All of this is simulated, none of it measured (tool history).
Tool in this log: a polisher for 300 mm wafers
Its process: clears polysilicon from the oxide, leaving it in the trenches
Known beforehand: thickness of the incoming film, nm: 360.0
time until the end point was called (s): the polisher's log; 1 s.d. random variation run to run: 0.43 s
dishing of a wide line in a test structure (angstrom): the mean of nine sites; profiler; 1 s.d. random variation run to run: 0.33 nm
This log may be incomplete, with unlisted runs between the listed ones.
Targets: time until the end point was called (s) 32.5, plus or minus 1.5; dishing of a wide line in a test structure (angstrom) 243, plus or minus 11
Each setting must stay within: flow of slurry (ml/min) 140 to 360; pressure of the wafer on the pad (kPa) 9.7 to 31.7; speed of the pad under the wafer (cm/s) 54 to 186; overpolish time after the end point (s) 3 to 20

run    day  flow of slurry (ml/min)  pressure of the wafer on the pad (kPa)  speed of the pad under the wafer (cm/s)  overpolish time after the end point (s)  time until the end point was called (s)  dishing of a wide line in a test structure (angstrom)
  1      0                      230                                    20.7                                      118                                       10                                   16.069                                                 442.48
  2  0.183                      230                                    25.5                                      118                                       10                                   13.766                                                  425.1
  3  0.508                      230                                    27.6                                      118                                       10                                   12.471                                                 431.77
  4  0.583                      230                                    27.6                                      106                                       10                                   13.531                                                  432.8
  5  0.892                      220                                    25.5                                      104                                        9                                   15.602                                                  427.6
  6  1.133                      210                                    24.8                                       98                                        8                                   16.848                                                 433.45
  7  1.492                      210                                    24.1                                       92                                        7                                   18.326                                                 418.41
  8  1.729                      225                                    23.4                                       88                                        7                                   19.595                                                 412.88
  9  1.896                      240                                    22.8                                       84                                        7                                   21.012                                                 408.46
 10  2.238                      255                                    22.1                                       80                                        7                                   21.999                                                 411.75
 11  2.275                      265                                    21.4                                       78                                        7                                   23.799                                                 401.86
 12  2.633                      330                                    15.9                                      112                                        3                                    21.87                                                 314.44
 13  2.862                      335                                    15.2                                      110                                        3                                    23.32                                                 305.82
 14  3.233                      340                                    14.5                                      110                                        3                                   24.361                                                 283.41
 15  3.329                      340                                    13.8                                      110                                        3                                    25.69                                                 284.31
 16  3.579                      340                                    13.1                                      110                                        3                                   25.988                                                 275.12
 17  3.671                      340                                    12.4                                      110                                        3                                    28.43                                                  268.5
 18  3.842                      345                                      11                                      112                                        3                                   31.058                                                 252.94

Next run, 4 choices. One meets every target within its allowed miss, the rest don't. Which?
  A  4.012                      355                                     9.7                                      138                                        3                                        ?                                                      ?
  B  4.012                      260                                    10.3                                      134                                        3                                        ?                                                      ?
  C  4.012                      345                                    10.3                                      114                                        3                                        ?                                                      ?
  D  4.012                      335                                    15.9                                       86                                        3                                        ?                                                      ?

move  time until the end point was called (s)  dishing of a wide line in a test structure (angstrom)
   A                                   28.522                                                 261.98
   B                                   28.113                                                 264.26
   C                                   32.244                                                 242.72
   D                                   28.223                                                 263.64
A: its largest miss is bigger than the last run's
B: its largest miss is bigger than the last run's
C: every result within its allowed miss
D: its largest miss is bigger than the last run's
The move that meets every target is C.
